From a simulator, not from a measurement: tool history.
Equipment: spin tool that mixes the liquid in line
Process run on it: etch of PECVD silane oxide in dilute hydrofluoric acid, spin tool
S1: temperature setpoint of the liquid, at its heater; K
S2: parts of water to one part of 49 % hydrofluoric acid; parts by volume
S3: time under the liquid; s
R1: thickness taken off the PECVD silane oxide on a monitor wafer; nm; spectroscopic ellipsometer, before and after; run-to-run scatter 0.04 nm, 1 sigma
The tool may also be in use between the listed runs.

run  hour      S1   S2  S3      R1
  1   0.0  297.15   85  45  8.7222
  2   9.0  297.15   85  45  8.7508
  3  13.4  295.65   90  45  7.6250
  4  18.4  294.65   95  45  6.9027
  5  21.3  293.65  100  45  6.3583
  6  29.7  293.15  105  45  5.9114

What does the tool deliver on the next run?
  7  36.8  292.65  110  45   ?

Run 7 measured R1 5.3590 nm.
